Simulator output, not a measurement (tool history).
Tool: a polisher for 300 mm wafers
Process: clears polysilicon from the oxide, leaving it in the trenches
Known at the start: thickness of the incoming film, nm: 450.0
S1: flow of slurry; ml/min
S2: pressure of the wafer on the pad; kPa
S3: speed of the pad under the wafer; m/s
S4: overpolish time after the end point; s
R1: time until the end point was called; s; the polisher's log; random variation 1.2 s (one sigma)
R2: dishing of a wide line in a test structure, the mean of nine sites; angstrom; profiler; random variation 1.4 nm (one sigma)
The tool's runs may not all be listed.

{"run": 1, "hour": 0.0, "S1": 140, "S2": 13.8, "S3": 0.96, "S4": 24, "R1": 54.814, "R2": 851.92}
{"run": 2, "hour": 8.9, "S1": 140, "S2": 13.1, "S3": 0.96, "S4": 25, "R1": 57.212, "R2": 857.98}
{"run": 3, "hour": 15.0, "S1": 140, "S2": 13.1, "S3": 0.96, "S4": 15, "R1": 56.982, "R2": 714.06}
{"run": 4, "hour": 16.2, "S1": 140, "S2": 12.4, "S3": 0.96, "S4": 17, "R1": 61.738, "R2": 723.61}
{"run": 5, "hour": 18.1, "S1": 140, "S2": 12.4, "S3": 0.96, "S4": 19, "R1": 61.314, "R2": 763.54}
{"run": 6, "hour": 20.1, "S1": 140, "S2": 12.4, "S3": 0.96, "S4": 20, "R1": 60.298, "R2": 776.71}

Run 7 comes next. What will it give?
{"run": 7, "hour": 28.7, "S1": 140, "S2": 11.7, "S3": 0.96, "S4": 21, "R1": "?", "R2": "?"}

{"run 7": {"R1": 64.715, "R2": 773}}
